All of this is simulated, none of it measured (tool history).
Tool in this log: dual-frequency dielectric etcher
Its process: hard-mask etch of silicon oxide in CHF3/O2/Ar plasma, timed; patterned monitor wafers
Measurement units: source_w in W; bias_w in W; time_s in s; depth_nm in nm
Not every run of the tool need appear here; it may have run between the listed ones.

| run | day | source_w | bias_w | time_s | depth_nm |
|---|---|---|---|---|---|
| 1 | 0.000 | 550 | 189 | 32.0 | 61.295 |
| 2 | 0.229 | 470 | 189 | 32.0 | 56.586 |
| 3 | 0.542 | 470 | 171 | 32.0 | 53.596 |
| 4 | 0.829 | 510 | 171 | 32.0 | 56.143 |
| 5 | 0.854 | 510 | 158 | 32.0 | 54.222 |
| 6 | 1.229 | 530 | 159 | 32.0 | 55.117 |

Run 7 comes next. What will it give?
| 7 | 1.571 | 550 | 160 | 32.0 | ? |

depth_nm: 56.502 nm

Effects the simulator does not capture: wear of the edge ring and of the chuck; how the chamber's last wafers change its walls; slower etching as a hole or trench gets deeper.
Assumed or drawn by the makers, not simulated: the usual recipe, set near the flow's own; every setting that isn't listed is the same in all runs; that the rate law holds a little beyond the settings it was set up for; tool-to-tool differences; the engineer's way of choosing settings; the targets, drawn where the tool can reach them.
